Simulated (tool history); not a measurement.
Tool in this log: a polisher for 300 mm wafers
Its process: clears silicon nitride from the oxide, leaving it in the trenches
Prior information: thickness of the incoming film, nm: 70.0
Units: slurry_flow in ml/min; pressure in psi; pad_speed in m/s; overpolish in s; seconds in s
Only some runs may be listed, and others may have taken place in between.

run	hour	slurry_flow	pressure	pad_speed	overpolish	seconds
1	0	275	2.3	1.06	4	97.136
2	7.9	275	2.3	1.16	4	88.864
3	10.4	275	2	1.16	4	95.353
4	17.1	275	2	1.34	4	85.605
5	25	275	2.3	1.34	4	74.586
6	30.7	275	1.9	1.34	4	87.639
7	31.2	275	1.7	1.28	4	93.371

Run 8, settings as shown, results not yet in. Your forecast:
8	33.2	255	1.1	0.98	4	?

For run 8 the tool returned seconds 155.1 s.
